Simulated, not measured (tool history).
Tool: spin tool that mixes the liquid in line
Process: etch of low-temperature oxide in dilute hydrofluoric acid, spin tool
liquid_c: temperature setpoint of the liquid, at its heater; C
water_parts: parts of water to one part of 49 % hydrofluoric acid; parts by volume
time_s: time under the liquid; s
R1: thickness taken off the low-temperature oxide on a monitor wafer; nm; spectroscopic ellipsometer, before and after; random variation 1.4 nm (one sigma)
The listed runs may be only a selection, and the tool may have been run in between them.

Run 1, hour 0.0: liquid_c 21.0 C, water_parts 50 parts by volume, time_s 210 s. Result: R1 90.600 nm.
Run 2, hour 4.5: liquid_c 18.5 C, water_parts 50 parts by volume, time_s 210 s. Result: R1 82.289 nm.
Run 3, hour 5.3: liquid_c 21.5 C, water_parts 50 parts by volume, time_s 210 s. Result: R1 92.868 nm.
Run 4, hour 7.9: liquid_c 22.0 C, water_parts 50 parts by volume, time_s 210 s. Result: R1 94.149 nm.
Run 5, hour 16.5: liquid_c 20.5 C, water_parts 50 parts by volume, time_s 210 s. Result: R1 89.725 nm.
Run 6, hour 22.5: liquid_c 21.5 C, water_parts 50 parts by volume, time_s 210 s. Result: R1 91.727 nm.
Run 7, hour 26.3: liquid_c 22.0 C, water_parts 50 parts by volume, time_s 210 s. Result: R1 94.130 nm.
Run 8, hour 31.6: liquid_c 22.5 C, water_parts 50 parts by volume, time_s 210 s. Result: R1 96.259 nm.
Run 9, hour 32.2: liquid_c 23.0 C, water_parts 50 parts by volume, time_s 210 s. Result: R1 98.929 nm.
Run 10, hour 41.1: liquid_c 23.5 C, water_parts 50 parts by volume, time_s 210 s. Result: R1 98.838 nm.
Run 11, hour 49.5: liquid_c 23.5 C, water_parts 50 parts by volume, time_s 210 s. Result: R1 99.469 nm.
Run 12, hour 53.4: liquid_c 24.0 C, water_parts 50 parts by volume, time_s 210 s. Result: R1 104.900 nm.
Run 13, hour 57.1: liquid_c 24.5 C, water_parts 50 parts by volume, time_s 210 s. Result: R1 105.740 nm.
Run 14, hour 63.4: liquid_c 25.0 C, water_parts 50 parts by volume, time_s 210 s. Result: R1 105.940 nm.
Run 15, hour 72.4: liquid_c 25.5 C, water_parts 50 parts by volume, time_s 210 s. Result: R1 109.530 nm.
Run 16, hour 80.9: liquid_c 26.0 C, water_parts 50 parts by volume, time_s 210 s. Result: R1 110.370 nm.
Run 17, hour 83.2: liquid_c 26.5 C, water_parts 50 parts by volume, time_s 210 s. Result: R1 114.450 nm.

Run 18 is up next; what results do you expect?
Run 18, hour 88.4: liquid_c 28.0 C, water_parts 45 parts by volume, time_s 210 s. Result: R1 ?.

Run 18 yielded R1 136.980 nm.

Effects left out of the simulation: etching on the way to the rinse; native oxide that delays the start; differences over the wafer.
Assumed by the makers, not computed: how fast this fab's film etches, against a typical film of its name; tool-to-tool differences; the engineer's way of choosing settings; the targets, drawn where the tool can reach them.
